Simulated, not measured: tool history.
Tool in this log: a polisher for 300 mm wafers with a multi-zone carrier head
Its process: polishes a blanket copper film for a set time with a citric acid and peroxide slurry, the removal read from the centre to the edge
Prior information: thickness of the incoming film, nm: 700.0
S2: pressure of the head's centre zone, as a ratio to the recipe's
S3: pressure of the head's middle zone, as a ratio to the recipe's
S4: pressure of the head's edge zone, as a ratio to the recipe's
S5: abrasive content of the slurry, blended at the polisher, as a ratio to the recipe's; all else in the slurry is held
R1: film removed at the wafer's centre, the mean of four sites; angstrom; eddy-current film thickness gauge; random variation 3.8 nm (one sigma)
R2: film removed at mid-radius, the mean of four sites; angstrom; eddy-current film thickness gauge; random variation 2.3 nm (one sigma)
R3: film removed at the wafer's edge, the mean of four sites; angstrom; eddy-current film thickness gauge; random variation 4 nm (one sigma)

Run 1, hour 0.0: flow of slurry (ml/min) 140, S2 1.00, S3 1.00, S4 1.00, S5 1.00, polishing time (s) 73. Result: R1 2468.1 angstrom, R2 2355.3 angstrom, R3 2268.3 angstrom.
Run 2, hour 8.9: flow of slurry (ml/min) 145, S2 0.99, S3 1.00, S4 1.03, S5 1.10, polishing time (s) 75. Result: R1 2547.3 angstrom, R2 2502.9 angstrom, R3 2429.3 angstrom.
Run 3, hour 14.7: flow of slurry (ml/min) 150, S2 0.99, S3 0.99, S4 1.05, S5 1.15, polishing time (s) 77. Result: R1 2592.9 angstrom, R2 2573.4 angstrom, R3 2584.8 angstrom.
Run 4, hour 23.3: flow of slurry (ml/min) 150, S2 0.99, S3 1.07, S4 1.05, S5 1.15, polishing time (s) 77. Result: R1 2606.9 angstrom, R2 2747.9 angstrom, R3 2523.6 angstrom.
At hour 28.6: edge zone pressure recalibrated.
Run 5, hour 28.6: flow of slurry (ml/min) 155, S2 1.00, S3 1.06, S4 1.07, S5 1.20, polishing time (s) 78. Result: R1 2723.1 angstrom, R2 2782.2 angstrom, R3 2745.2 angstrom.
Run 6, hour 35.0: flow of slurry (ml/min) 160, S2 1.01, S3 1.07, S4 1.08, S5 1.20, polishing time (s) 78. Result: R1 2785.2 angstrom, R2 2809.8 angstrom, R3 2811.2 angstrom.
Run 7, hour 43.1: flow of slurry (ml/min) 165, S2 1.01, S3 1.08, S4 1.09, S5 1.20, polishing time (s) 78. Result: R1 2757.9 angstrom, R2 2834.6 angstrom, R3 2740.2 angstrom.
Run 8, hour 44.4: flow of slurry (ml/min) 165, S2 1.02, S3 1.08, S4 1.10, S5 1.25, polishing time (s) 78. Result: R1 2899.3 angstrom, R2 2936.5 angstrom, R3 2745.9 angstrom.
Run 9, hour 44.9: flow of slurry (ml/min) 170, S2 1.01, S3 1.06, S4 1.11, S5 1.30, polishing time (s) 79. Result: R1 2846.1 angstrom, R2 2908.0 angstrom, R3 2926.0 angstrom.
Run 10, hour 46.4: flow of slurry (ml/min) 175, S2 1.01, S3 1.06, S4 1.12, S5 1.35, polishing time (s) 79. Result: R1 2917.2 angstrom, R2 2963.3 angstrom, R3 2924.3 angstrom.

Predict the results of run 11:
Run 11, hour 52.4: flow of slurry (ml/min) 175, S2 1.01, S3 1.05, S4 1.13, S5 1.35, polishing time (s) 80. Result: R1 ?, R2 ?, R3 ?.

{"run 11": {"R1": 3030.0, "R2": 2992.6, "R3": 2951.5}}
